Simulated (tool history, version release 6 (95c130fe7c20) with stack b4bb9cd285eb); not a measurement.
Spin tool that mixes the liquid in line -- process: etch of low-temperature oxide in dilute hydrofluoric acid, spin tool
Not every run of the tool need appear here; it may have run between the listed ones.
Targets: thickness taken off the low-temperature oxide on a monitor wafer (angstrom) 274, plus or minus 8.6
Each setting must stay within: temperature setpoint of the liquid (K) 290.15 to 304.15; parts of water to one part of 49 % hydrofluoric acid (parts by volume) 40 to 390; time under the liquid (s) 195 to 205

run	day	temperature setpoint of the liquid (K)	parts of water to one part of 49 % hydrofluoric acid (parts by volume)	time under the liquid (s)	thickness taken off the low-temperature oxide on a monitor wafer (angstrom)
1	0	296.15	215	195	75.295
2	0.096	296.15	255	195	60.626
3	0.229	297.65	215	195	79.519
4	0.554	297.65	215	205	82.862
5	0.7	297.65	185	205	102.29
6	1.038	298.65	155	205	128.86
7	1.079	299.65	135	205	157.55
8	1.192	300.65	125	205	181.41
9	1.404	304.15	80	205	337.74
10	1.675	303.65	80	205	333.4
11	1.717	303.15	80	205	326.03
12	2.017	302.65	80	205	317.09
13	2.092	302.15	80	205	312.3
14	2.421	301.65	80	205	308.9
15	2.608	301.15	80	205	302.08
16	2.717	300.65	80	205	299.17
17	3.075	300.15	80	205	290.98

Next run, 4 choices. One meets every target within its allowed miss, the rest don't. Which?
A	3.433	298.15	70	205	?
B	3.433	299.15	85	200	?
C	3.433	299.65	75	200	?
D	3.433	300.15	85	205	?

move	thickness taken off the low-temperature oxide on a monitor wafer (angstrom)
A	314.34
B	257.65
C	301.83
D	274.65
A: misses by more than the last run did
B: pushes the last run's worst result past its target
C: misses by more than the last run did
D: hits every target within its allowed miss
The move that meets every target is D.

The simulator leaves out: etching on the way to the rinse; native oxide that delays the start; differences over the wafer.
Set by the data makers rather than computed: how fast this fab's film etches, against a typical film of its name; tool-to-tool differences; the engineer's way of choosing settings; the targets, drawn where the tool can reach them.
